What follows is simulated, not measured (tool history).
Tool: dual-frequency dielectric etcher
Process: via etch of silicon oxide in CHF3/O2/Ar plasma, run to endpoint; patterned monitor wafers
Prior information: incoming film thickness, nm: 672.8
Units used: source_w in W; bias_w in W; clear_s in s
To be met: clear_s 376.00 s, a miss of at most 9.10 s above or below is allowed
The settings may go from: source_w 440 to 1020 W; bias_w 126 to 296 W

Run 1, hour 0.0: source_w 730 W, bias_w 211 W. Result: clear_s 311.53 s.
Run 2, hour 6.6: source_w 670 W, bias_w 203 W. Result: clear_s 329.04 s.
Run 3, hour 13.3: source_w 630 W, bias_w 200 W. Result: clear_s 333.07 s.
Run 4, hour 21.8: source_w 590 W, bias_w 193 W. Result: clear_s 350.26 s.
Run 5, hour 28.7: source_w 590 W, bias_w 222 W. Result: clear_s 328.94 s.
Run 6, hour 29.9: source_w 640 W, bias_w 222 W. Result: clear_s 320.28 s.
Run 7, hour 31.5: source_w 600 W, bias_w 214 W. Result: clear_s 332.89 s.
Run 8, hour 37.0: source_w 570 W, bias_w 209 W. Result: clear_s 340.81 s.
Run 9, hour 37.9: source_w 540 W, bias_w 204 W. Result: clear_s 348.93 s.

5 next moves are on the table. One of them brings every result within its allowed miss. Which?
Run A, hour 38.8: source_w 520 W, bias_w 174 W. Result: clear_s ?.
Run B, hour 38.8: source_w 450 W, bias_w 171 W. Result: clear_s ?.
Run C, hour 38.8: source_w 440 W, bias_w 172 W. Result: clear_s ?.
Run D, hour 38.8: source_w 440 W, bias_w 174 W. Result: clear_s ?.
Run E, hour 38.8: source_w 620 W, bias_w 248 W. Result: clear_s ?.

move  clear_s
   A   377.36
   B   396.35
   C   397.71
   D   395.52
   E   304.46
A: each result inside its tolerance
B: takes the result that was furthest off past its target
C: takes the result that was furthest off past its target
D: takes the result that was furthest off past its target
E: lands further from the targets than the last run did
Correct choice: A, which meets every target
